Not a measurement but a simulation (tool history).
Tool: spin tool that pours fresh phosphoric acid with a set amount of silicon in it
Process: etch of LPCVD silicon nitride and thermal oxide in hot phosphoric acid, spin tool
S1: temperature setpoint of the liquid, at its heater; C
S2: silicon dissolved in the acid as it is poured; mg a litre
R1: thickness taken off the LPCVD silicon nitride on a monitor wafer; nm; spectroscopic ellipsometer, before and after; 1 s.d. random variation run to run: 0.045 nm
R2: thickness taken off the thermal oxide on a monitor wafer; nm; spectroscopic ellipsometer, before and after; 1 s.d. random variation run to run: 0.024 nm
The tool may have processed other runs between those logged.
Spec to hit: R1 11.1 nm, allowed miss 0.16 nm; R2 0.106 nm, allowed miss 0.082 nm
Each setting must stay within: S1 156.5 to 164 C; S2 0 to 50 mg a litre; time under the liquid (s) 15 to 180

run 1 hour=0 | S1=159 S2=29.5 time_under_the_liquid_(s)=90 | R1=7.8388 R2=0.13043
run 2 hour=0.5 | S1=159 S2=29.5 time_under_the_liquid_(s)=50 | R1=4.3252 R2=0.058415
run 3 hour=7.8 | S1=160.5 S2=34.5 time_under_the_liquid_(s)=65 | R1=5.9515 R2=0.066593
run 4 hour=12.4 | S1=160.5 S2=44 time_under_the_liquid_(s)=65 | R1=5.9232 R2=0.038614
run 5 hour=16.5 | S1=161.5 S2=42.5 time_under_the_liquid_(s)=75 | R1=7.0495 R2=0.050213
run 6 hour=21.6 | S1=161.5 S2=42.5 time_under_the_liquid_(s)=40 | R1=3.7669 R2=0.028074
run 7 hour=22.2 | S1=162 S2=41.5 time_under_the_liquid_(s)=60 | R1=5.709 R2=0.024687
run 8 hour=30 | S1=162.5 S2=29.5 time_under_the_liquid_(s)=70 | R1=6.8301 R2=0.10419
run 9 hour=35.2 | S1=162.5 S2=29.5 time_under_the_liquid_(s)=70 | R1=6.7955 R2=0.12624
run 10 hour=42 | S1=163 S2=32.5 time_under_the_liquid_(s)=80 | R1=7.9523 R2=0.10799
run 11 hour=44.6 | S1=163.5 S2=34 time_under_the_liquid_(s)=85 | R1=8.5158 R2=0.075154
run 12 hour=52.3 | S1=163.5 S2=33.5 time_under_the_liquid_(s)=90 | R1=9.097 R2=0.11709
run 13 hour=58.5 | S1=163.5 S2=35 time_under_the_liquid_(s)=95 | R1=9.5757 R2=0.073138
run 14 hour=64.1 | S1=163.5 S2=34 time_under_the_liquid_(s)=100 | R1=10.145 R2=0.11739

Exactly one of the 4 candidate moves below puts every result within its allowed miss. Which one?
run A hour=69.7 | S1=162 S2=33 time_under_the_liquid_(s)=95 | R1=? R2=?
run B hour=69.7 | S1=162.5 S2=19 time_under_the_liquid_(s)=90 | R1=? R2=?
run C hour=69.7 | S1=161 S2=36 time_under_the_liquid_(s)=105 | R1=? R2=?
run D hour=69.7 | S1=163.5 S2=36 time_under_the_liquid_(s)=110 | R1=? R2=?

move=A R1=9.0865 R2=0.085579
move=B R1=8.7525 R2=0.1499
move=C R1=9.7135 R2=0.072851
move=D R1=11.058 R2=0.091677
A: lands further from the targets than the last run did
B: lands further from the targets than the last run did
C: lands further from the targets than the last run did
D: every result lands within tolerance
D is the move that brings every result within its allowed miss.
